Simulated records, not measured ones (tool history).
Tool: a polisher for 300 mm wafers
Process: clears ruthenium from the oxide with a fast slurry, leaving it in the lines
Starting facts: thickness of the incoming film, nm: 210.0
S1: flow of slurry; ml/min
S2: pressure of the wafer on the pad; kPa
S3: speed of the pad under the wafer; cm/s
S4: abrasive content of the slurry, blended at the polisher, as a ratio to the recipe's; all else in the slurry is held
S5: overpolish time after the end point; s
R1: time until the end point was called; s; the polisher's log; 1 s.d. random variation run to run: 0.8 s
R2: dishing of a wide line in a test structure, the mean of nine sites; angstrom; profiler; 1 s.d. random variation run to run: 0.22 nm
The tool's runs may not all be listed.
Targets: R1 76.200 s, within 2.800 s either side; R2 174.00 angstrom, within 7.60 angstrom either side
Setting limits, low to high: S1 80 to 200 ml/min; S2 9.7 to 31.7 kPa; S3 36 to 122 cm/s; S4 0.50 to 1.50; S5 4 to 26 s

run 1 hour=0.0 | S1=130 S2=20.7 S3=78 S4=1.00 S5=13 | R1=48.164 R2=269.77
run 2 hour=8.3 | S1=130 S2=20.7 S3=78 S4=1.00 S5=10 | R1=48.032 R2=234.97
run 3 hour=11.4 | S1=130 S2=19.3 S3=78 S4=1.00 S5=10 | R1=52.008 R2=222.32
run 4 hour=14.2 | S1=130 S2=19.3 S3=66 S4=1.00 S5=10 | R1=60.317 R2=203.56
run 5 hour=16.9 | S1=130 S2=19.3 S3=84 S4=1.00 S5=10 | R1=46.907 R2=235.04
run 6 hour=22.2 | S1=130 S2=16.5 S3=84 S4=1.00 S5=10 | R1=55.348 R2=211.29
run 7 hour=29.2 | S1=130 S2=16.5 S3=84 S4=1.00 S5=10 | R1=57.185 R2=212.52
run 8 hour=30.3 | S1=130 S2=15.9 S3=84 S4=1.00 S5=10 | R1=58.282 R2=212.45
run 9 hour=32.6 | S1=130 S2=15.2 S3=84 S4=1.00 S5=10 | R1=59.939 R2=201.41
run 10 hour=33.1 | S1=130 S2=14.5 S3=84 S4=1.00 S5=10 | R1=64.010 R2=199.14
run 11 hour=35.1 | S1=120 S2=13.1 S3=84 S4=1.00 S5=9 | R1=71.099 R2=168.54

Pick the move, out of 4, that brings all results within their allowed miss; only one does.
run A hour=37.1 | S1=130 S2=14.5 S3=70 S4=0.95 S5=10 | R1=? R2=?
run B hour=37.1 | S1=110 S2=13.1 S3=92 S4=0.95 S5=10 | R1=? R2=?
run C hour=37.1 | S1=140 S2=12.4 S3=90 S4=1.25 S5=8 | R1=? R2=?
run D hour=37.1 | S1=125 S2=11.0 S3=86 S4=1.00 S5=10 | R1=? R2=?

move=A R1=77.300 R2=173.89
move=B R1=67.453 R2=191.35
move=C R1=62.257 R2=173.05
move=D R1=80.931 R2=168.20
A: in spec on every target
B: lands further from the targets than the last run did
C: lands further from the targets than the last run did
D: takes the result that was furthest off past its target
Go with A: it meets all targets.

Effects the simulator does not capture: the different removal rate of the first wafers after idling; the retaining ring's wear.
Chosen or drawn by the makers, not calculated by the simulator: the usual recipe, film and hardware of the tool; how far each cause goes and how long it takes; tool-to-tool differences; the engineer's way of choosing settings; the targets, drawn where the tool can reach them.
